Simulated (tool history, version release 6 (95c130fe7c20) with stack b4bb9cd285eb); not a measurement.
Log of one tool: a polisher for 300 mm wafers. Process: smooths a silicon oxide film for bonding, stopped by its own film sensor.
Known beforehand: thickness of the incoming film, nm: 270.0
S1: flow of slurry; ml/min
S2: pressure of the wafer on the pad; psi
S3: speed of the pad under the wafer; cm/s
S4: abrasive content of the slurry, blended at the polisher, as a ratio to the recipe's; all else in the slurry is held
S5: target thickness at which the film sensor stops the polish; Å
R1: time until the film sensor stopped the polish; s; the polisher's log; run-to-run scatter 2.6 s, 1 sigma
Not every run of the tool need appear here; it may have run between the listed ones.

run,hour,S1,S2,S3,S4,S5,R1
1,0,295,2.5,104,1,1880,92.363
2,0.8,295,2.2,98,1,1880,107.49
3,3.8,295,2.2,98,1,1880,106.6
4,11.7,295,2.2,98,1,1840,111.64
5,13.1,295,2,94,1,1840,124.62
6,16.8,295,1.8,90,1,1840,140.93
7,19.5,295,1.7,88,1,1840,151.08
8,27.2,295,1.6,88,1,1840,165.43

Forecast run 9:
9,31.8,295,1.2,86,1,1840,?

Run 9 came out at R1 214.42 s.

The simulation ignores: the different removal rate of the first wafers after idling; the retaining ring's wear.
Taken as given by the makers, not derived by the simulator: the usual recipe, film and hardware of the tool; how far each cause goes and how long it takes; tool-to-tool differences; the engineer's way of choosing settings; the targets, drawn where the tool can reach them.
